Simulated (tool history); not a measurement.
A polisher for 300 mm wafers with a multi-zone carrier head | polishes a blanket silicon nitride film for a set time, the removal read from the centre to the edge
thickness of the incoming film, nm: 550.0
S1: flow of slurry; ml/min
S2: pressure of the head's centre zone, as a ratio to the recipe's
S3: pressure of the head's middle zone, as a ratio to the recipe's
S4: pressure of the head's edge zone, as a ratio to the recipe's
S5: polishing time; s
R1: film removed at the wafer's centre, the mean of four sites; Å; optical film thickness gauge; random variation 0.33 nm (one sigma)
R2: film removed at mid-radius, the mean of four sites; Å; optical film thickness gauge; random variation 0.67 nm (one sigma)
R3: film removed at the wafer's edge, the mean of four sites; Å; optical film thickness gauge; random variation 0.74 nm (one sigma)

run	day	S1	S2	S3	S4	S5	R1	R2	R3
1	0	165	1	1	1	36	749.8	748.28	778.48
2	0.375	165	1	1	1	30	622.49	617.78	632.29
3	0.483	165	1	1	1.08	30	618.97	613.22	656.79
4	0.65	160	1	1	1.04	29	600.72	592.13	618
5	0.95	180	1	1	1.04	29	615.02	619.3	633.12
6	1.258	170	1	1.01	1.01	29	608.85	614.25	630.07
7	1.575	165	1	1.01	0.97	28	579.05	574.5	581.92
8	1.908	160	1	1.02	0.94	28	579.47	587.46	565.38
9	2.242	115	1	0.98	0.88	27	504.29	506.99	520.91
10	2.279	165	1.02	1.02	0.82	27	577.72	578.65	525.69

Forecast run 11:
11	2.504	160	1.02	1.02	0.82	27	?	?	?

Run 11 gave R1 567.96 Å, R2 566.84 Å, R3 507.47 Å.
